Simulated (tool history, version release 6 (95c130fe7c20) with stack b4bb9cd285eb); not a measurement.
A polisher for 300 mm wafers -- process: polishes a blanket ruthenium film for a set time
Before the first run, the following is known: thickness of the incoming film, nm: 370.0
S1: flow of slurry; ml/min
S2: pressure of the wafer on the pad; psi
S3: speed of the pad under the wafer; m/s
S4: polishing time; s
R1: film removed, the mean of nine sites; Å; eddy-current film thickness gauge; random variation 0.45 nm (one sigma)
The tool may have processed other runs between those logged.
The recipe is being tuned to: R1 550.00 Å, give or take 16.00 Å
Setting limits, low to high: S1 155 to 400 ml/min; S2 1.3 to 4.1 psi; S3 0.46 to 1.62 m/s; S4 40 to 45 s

run,hour,S1,S2,S3,S4,R1
1,0.0,255,2.7,1.04,45,708.62
2,3.2,255,2.7,1.04,40,632.39
3,4.5,255,3.3,1.04,40,756.41
4,12.3,255,3.1,1.04,40,715.34
5,19.2,255,3.0,1.04,40,698.08
6,26.1,255,2.9,1.04,40,678.30
7,29.1,255,2.8,1.04,40,660.39
8,30.5,255,2.7,1.04,40,634.72
9,37.3,255,2.6,1.04,40,615.64
10,45.5,250,2.4,1.04,40,567.78
11,51.1,245,2.4,1.04,40,566.89

Next run, 4 choices. One meets every target within its allowed miss, the rest don't. Which?
A,56.7,275,1.8,1.10,45,?
B,56.7,240,2.2,1.12,43,?
C,56.7,185,2.7,0.90,43,?
D,56.7,235,2.3,1.00,42,?

move,R1
A,518.48
B,594.32
C,579.82
D,549.04
A: carries the result that was furthest off beyond its target, to the other side
B: moves away from the targets compared with the last run
C: moves away from the targets compared with the last run
D: meets every target
Correct choice: D, which meets every target
